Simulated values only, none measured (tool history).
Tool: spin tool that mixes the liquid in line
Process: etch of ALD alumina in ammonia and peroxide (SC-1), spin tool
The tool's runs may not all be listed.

| run | day | temperature setpoint of the liquid (K) | parts of 29 % ammonia solution to one part of 30 % peroxide (parts by volume) | time under the liquid (s) | thickness taken off the ALD alumina on a monitor wafer (nm) |
|---|---|---|---|---|---|
| 1 | 0.000 | 333.15 | 0.75 | 15 | 1.7369 |
| 2 | 0.367 | 338.15 | 0.75 | 15 | 2.2352 |
| 3 | 0.417 | 338.15 | 0.65 | 15 | 2.2309 |
| 4 | 0.462 | 338.15 | 0.80 | 15 | 2.2631 |
| 5 | 0.492 | 338.15 | 0.80 | 15 | 2.2505 |
| 6 | 0.850 | 333.65 | 0.80 | 15 | 1.7837 |
| 7 | 1.125 | 335.15 | 0.80 | 15 | 1.9464 |
| 8 | 1.454 | 336.15 | 0.80 | 15 | 2.0537 |
| 9 | 1.746 | 337.15 | 0.80 | 15 | 2.1406 |

Run 10 comes next. What will it give?
| 10 | 1.800 | 338.15 | 0.80 | 15 | ? |

thickness taken off the ALD alumina on a monitor wafer (nm): 2.2433
